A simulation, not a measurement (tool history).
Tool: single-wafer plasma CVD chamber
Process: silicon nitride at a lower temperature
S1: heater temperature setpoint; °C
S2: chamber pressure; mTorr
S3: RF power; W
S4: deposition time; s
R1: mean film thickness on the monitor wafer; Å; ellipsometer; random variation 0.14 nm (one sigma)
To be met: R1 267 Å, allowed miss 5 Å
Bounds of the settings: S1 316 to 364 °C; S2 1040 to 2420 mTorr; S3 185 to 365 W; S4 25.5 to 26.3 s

run 1 hour=0 | S1=340 S2=1730 S3=275 S4=25.5 | R1=296.03
run 2 hour=1.9 | S1=340 S2=1730 S3=275 S4=26.3 | R1=305.25
run 3 hour=8.2 | S1=340 S2=1660 S3=270 S4=26.3 | R1=297.23
run 4 hour=14.7 | S1=332 S2=1660 S3=270 S4=26.3 | R1=297.47
run 5 hour=21.9 | S1=332 S2=1430 S3=270 S4=26.3 | R1=289.02
-- hour=23.1 thermocouple changed; heater temperature recalibrated
run 6 hour=23.1 | S1=332 S2=1400 S3=270 S4=26.3 | R1=287.52
run 7 hour=23.9 | S1=332 S2=1370 S3=270 S4=26.3 | R1=289.13
run 8 hour=25.5 | S1=332 S2=1120 S3=245 S4=26.2 | R1=249.64
run 9 hour=32.1 | S1=332 S2=1160 S3=245 S4=26.2 | R1=249.92
run 10 hour=38.7 | S1=332 S2=1510 S3=255 S4=26.2 | R1=274.25
run 11 hour=41.3 | S1=332 S2=1490 S3=255 S4=26.2 | R1=272.31

4 next moves are on the table. One of them brings every result within its allowed miss. Which?
run A hour=43.9 | S1=339 S2=1470 S3=235 S4=26.3 | R1=?
run B hour=43.9 | S1=338 S2=1410 S3=260 S4=25.5 | R1=?
run C hour=43.9 | S1=326 S2=1470 S3=245 S4=25.5 | R1=?
run D hour=43.9 | S1=340 S2=1100 S3=250 S4=26.3 | R1=?

move=A R1=250.46
move=B R1=268.07
move=C R1=255.47
move=D R1=252.57
A: takes the result that was furthest off past its target
B: meets every target
C: takes the result that was furthest off past its target
D: takes the result that was furthest off past its target
The right move is B.

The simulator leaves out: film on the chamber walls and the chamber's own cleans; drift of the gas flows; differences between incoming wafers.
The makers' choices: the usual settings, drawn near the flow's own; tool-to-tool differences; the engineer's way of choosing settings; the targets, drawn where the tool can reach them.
